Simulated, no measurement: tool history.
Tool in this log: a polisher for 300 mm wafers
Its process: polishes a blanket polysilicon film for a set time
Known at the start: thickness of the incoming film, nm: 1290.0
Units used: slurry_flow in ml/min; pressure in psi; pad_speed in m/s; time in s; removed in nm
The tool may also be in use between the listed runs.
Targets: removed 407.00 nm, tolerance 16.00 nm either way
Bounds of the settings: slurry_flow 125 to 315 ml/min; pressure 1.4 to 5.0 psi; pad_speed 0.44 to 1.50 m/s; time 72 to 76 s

run    day  slurry_flow  pressure  pad_speed  time  removed
  1  0.000          205       3.2       0.96    72   542.03
  2  0.250          165       3.2       0.96    72   518.66
  3  0.350          165       3.7       0.96    72   580.49
  4  0.379          160       3.3       0.96    72   529.36
  5  0.500          160       3.3       1.06    72   572.51
  6  0.729          125       3.3       1.06    72   539.05
  7  1.083          125       3.0       1.06    72   497.40
  8  1.404          125       2.8       1.06    72   456.28
  9  1.775          125       2.7       1.06    72   441.88
 10  1.812          125       2.6       1.06    72   432.96

Consider the 4 candidate settings below. Which is the only one whose results all fall within their allowed miss of target?
  A  1.850          130       2.5       1.10    75        ?
  B  1.850          140       2.2       1.06    76        ?
  C  1.850          130       2.2       1.18    76        ?
  D  1.850          125       2.4       1.18    72        ?

move  removed
   A   454.14
   B   407.21
   C   440.97
   D   444.21
A: moves away from the targets compared with the last run
B: every result lands within tolerance
C: moves away from the targets compared with the last run
D: moves away from the targets compared with the last run
B is the move that brings every result within its allowed miss.
